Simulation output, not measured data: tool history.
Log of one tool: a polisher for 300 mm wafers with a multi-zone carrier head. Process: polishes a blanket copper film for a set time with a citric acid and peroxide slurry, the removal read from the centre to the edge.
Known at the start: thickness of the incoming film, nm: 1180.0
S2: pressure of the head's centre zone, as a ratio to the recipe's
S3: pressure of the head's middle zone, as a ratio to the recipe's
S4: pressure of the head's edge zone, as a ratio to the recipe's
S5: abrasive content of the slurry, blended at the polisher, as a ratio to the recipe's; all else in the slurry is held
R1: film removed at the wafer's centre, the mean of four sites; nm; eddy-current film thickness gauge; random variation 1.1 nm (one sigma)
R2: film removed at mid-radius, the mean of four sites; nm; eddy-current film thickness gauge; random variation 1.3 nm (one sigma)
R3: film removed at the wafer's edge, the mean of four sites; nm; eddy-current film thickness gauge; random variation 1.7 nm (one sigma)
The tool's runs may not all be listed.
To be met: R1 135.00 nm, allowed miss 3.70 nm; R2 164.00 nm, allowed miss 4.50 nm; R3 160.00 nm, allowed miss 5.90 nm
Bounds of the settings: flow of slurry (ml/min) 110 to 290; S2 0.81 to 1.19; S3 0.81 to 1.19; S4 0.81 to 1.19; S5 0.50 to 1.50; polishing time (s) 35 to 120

run 1 hour=0.0 | flow_of_slurry_(ml/min)=185 S2=1.00 S3=1.00 S4=1.00 S5=1.00 polishing_time_(s)=77 | R1=136.94 R2=139.23 R3=135.32
run 2 hour=3.1 | flow_of_slurry_(ml/min)=185 S2=1.00 S3=1.00 S4=1.00 S5=1.00 polishing_time_(s)=96 | R1=173.05 R2=171.01 R3=171.67
run 3 hour=10.4 | flow_of_slurry_(ml/min)=180 S2=0.98 S3=1.00 S4=1.00 S5=1.00 polishing_time_(s)=96 | R1=167.90 R2=170.79 R3=172.04
run 4 hour=17.2 | flow_of_slurry_(ml/min)=180 S2=0.98 S3=1.00 S4=1.00 S5=1.00 polishing_time_(s)=88 | R1=155.11 R2=155.22 R3=154.46
run 5 hour=21.4 | flow_of_slurry_(ml/min)=180 S2=0.98 S3=1.00 S4=0.95 S5=1.00 polishing_time_(s)=88 | R1=153.57 R2=156.76 R3=152.17
run 6 hour=24.2 | flow_of_slurry_(ml/min)=135 S2=0.98 S3=1.00 S4=0.95 S5=1.00 polishing_time_(s)=88 | R1=144.86 R2=150.54 R3=146.96
run 7 hour=27.8 | flow_of_slurry_(ml/min)=135 S2=0.97 S3=1.01 S4=0.96 S5=1.00 polishing_time_(s)=88 | R1=144.18 R2=150.47 R3=143.55
run 8 hour=28.5 | flow_of_slurry_(ml/min)=135 S2=0.97 S3=1.01 S4=0.96 S5=1.00 polishing_time_(s)=88 | R1=145.04 R2=150.13 R3=147.21
run 9 hour=35.4 | flow_of_slurry_(ml/min)=135 S2=0.95 S3=1.02 S4=0.97 S5=1.00 polishing_time_(s)=88 | R1=141.22 R2=151.46 R3=148.62
run 10 hour=40.8 | flow_of_slurry_(ml/min)=135 S2=0.94 S3=1.03 S4=0.98 S5=1.00 polishing_time_(s)=88 | R1=140.56 R2=153.31 R3=147.23
run 11 hour=47.8 | flow_of_slurry_(ml/min)=135 S2=0.93 S3=1.03 S4=0.99 S5=1.00 polishing_time_(s)=88 | R1=139.68 R2=152.22 R3=149.32

Which of these 5 next moves meets every target?
run A hour=54.8 | flow_of_slurry_(ml/min)=115 S2=0.84 S3=1.19 S4=1.05 S5=1.15 polishing_time_(s)=90 | R1=? R2=? R3=?
run B hour=54.8 | flow_of_slurry_(ml/min)=150 S2=0.86 S3=1.13 S4=0.95 S5=0.90 polishing_time_(s)=93 | R1=? R2=? R3=?
run C hour=54.8 | flow_of_slurry_(ml/min)=130 S2=0.93 S3=0.88 S4=1.05 S5=1.05 polishing_time_(s)=90 | R1=? R2=? R3=?
run D hour=54.8 | flow_of_slurry_(ml/min)=160 S2=0.85 S3=1.05 S4=1.01 S5=0.80 polishing_time_(s)=98 | R1=? R2=? R3=?
run E hour=54.8 | flow_of_slurry_(ml/min)=135 S2=0.95 S3=1.19 S4=1.06 S5=1.05 polishing_time_(s)=83 | R1=? R2=? R3=?

move=A R1=131.61 R2=175.61 R3=159.99
move=B R1=136.44 R2=169.58 R3=151.22
move=C R1=144.93 R2=138.22 R3=158.92
move=D R1=138.20 R2=163.72 R3=159.03
move=E R1=137.85 R2=162.58 R3=147.45
A: takes the result that was furthest off past its target
B: takes the result that was furthest off past its target
C: further off than the last run
D: meets every target
E: brings the result that was furthest off to its target, and leaves another outside
Move D is the one to make.

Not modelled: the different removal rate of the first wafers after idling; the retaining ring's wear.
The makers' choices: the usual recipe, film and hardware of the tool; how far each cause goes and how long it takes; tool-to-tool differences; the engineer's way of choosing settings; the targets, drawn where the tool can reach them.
